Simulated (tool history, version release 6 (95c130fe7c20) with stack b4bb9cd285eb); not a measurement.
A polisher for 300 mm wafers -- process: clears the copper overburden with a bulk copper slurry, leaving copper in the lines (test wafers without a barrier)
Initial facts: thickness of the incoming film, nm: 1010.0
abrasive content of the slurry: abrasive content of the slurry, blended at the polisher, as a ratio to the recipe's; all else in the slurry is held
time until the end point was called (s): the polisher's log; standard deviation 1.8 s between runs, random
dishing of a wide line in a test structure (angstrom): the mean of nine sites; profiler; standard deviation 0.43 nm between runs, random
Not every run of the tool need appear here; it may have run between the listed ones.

run  hour  flow of slurry (ml/min)  pressure of the wafer on the pad (kPa)  speed of the pad under the wafer (cm/s)  abrasive content of the slurry  overpolish time after the end point (s)  time until the end point was called (s)  dishing of a wide line in a test structure (angstrom)
  1   0.0                      130                                    23.4                                      108                            1.00                                       20                                   76.746                                                 703.17
  2   1.5                      130                                    23.4                                      108                            0.90                                       20                                   83.150                                                 720.07
  3   2.3                      130                                    23.4                                      108                            0.90                                       14                                   81.810                                                 648.17
  4   9.0                      140                                    23.4                                      108                            0.90                                       14                                   82.653                                                 659.20
  5  11.1                      125                                    19.3                                      100                            1.05                                       12                                  101.210                                                 555.51
  6  16.9                      110                                    19.3                                      100                            1.05                                       12                                  106.470                                                 562.68

What will run 7 give?
  7  18.8                      110                                    16.5                                      100                            1.15                                       10                                        ?                                                      ?

{"run 7": {"time until the end point was called (s)": 113.89, "dishing of a wide line in a test structure (angstrom)": 473.62}}
